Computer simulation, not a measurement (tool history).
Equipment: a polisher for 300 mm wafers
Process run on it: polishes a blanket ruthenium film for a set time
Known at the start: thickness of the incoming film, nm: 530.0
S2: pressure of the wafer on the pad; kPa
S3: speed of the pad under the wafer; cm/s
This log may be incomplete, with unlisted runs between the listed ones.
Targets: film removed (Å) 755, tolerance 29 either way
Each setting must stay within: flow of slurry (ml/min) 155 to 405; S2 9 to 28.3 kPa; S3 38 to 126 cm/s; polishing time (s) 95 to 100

Run 1, hour 0: flow of slurry (ml/min) 260, S2 18.6 kPa, S3 82 cm/s, polishing time (s) 95. Result: film removed (Å) 1077.1.
Run 2, hour 6.2: flow of slurry (ml/min) 260, S2 16.5 kPa, S3 82 cm/s, polishing time (s) 95. Result: film removed (Å) 969.37.
Run 3, hour 14.7: flow of slurry (ml/min) 260, S2 15.2 kPa, S3 82 cm/s, polishing time (s) 95. Result: film removed (Å) 879.72.
Run 4, hour 15.5: flow of slurry (ml/min) 200, S2 15.2 kPa, S3 82 cm/s, polishing time (s) 95. Result: film removed (Å) 852.02.
Run 5, hour 20.9: flow of slurry (ml/min) 200, S2 15.2 kPa, S3 82 cm/s, polishing time (s) 100. Result: film removed (Å) 890.7.
Run 6, hour 23.6: flow of slurry (ml/min) 180, S2 15.2 kPa, S3 82 cm/s, polishing time (s) 100. Result: film removed (Å) 905.31.
Run 7, hour 24.3: flow of slurry (ml/min) 180, S2 14.5 kPa, S3 82 cm/s, polishing time (s) 100. Result: film removed (Å) 865.71.
Run 8, hour 26.6: flow of slurry (ml/min) 180, S2 13.8 kPa, S3 82 cm/s, polishing time (s) 100. Result: film removed (Å) 827.13.
At hour 32.7: head pressure recalibrated.
Run 9, hour 32.7: flow of slurry (ml/min) 180, S2 13.1 kPa, S3 82 cm/s, polishing time (s) 100. Result: film removed (Å) 853.76.
Run 10, hour 41.7: flow of slurry (ml/min) 175, S2 12.4 kPa, S3 82 cm/s, polishing time (s) 100. Result: film removed (Å) 803.65.
Run 11, hour 46.5: flow of slurry (ml/min) 175, S2 12.4 kPa, S3 82 cm/s, polishing time (s) 100. Result: film removed (Å) 802.62.

Exactly one of the 4 candidate moves below puts every result within its allowed miss. Which one?
Run A, hour 51.3: flow of slurry (ml/min) 160, S2 9.7 kPa, S3 90 cm/s, polishing time (s) 100. Result: film removed (Å) ?.
Run B, hour 51.3: flow of slurry (ml/min) 190, S2 11 kPa, S3 80 cm/s, polishing time (s) 100. Result: film removed (Å) ?.
Run C, hour 51.3: flow of slurry (ml/min) 165, S2 13.1 kPa, S3 70 cm/s, polishing time (s) 95. Result: film removed (Å) ?.
Run D, hour 51.3: flow of slurry (ml/min) 160, S2 14.5 kPa, S3 62 cm/s, polishing time (s) 100. Result: film removed (Å) ?.

move  film removed (Å)
   A            672.48
   B            703.77
   C            705.33
   D            746.07
A: takes the biggest miss from the last run beyond its target
B: takes the biggest miss from the last run beyond its target
C: takes the biggest miss from the last run beyond its target
D: all results in spec
The move that meets every target is D.

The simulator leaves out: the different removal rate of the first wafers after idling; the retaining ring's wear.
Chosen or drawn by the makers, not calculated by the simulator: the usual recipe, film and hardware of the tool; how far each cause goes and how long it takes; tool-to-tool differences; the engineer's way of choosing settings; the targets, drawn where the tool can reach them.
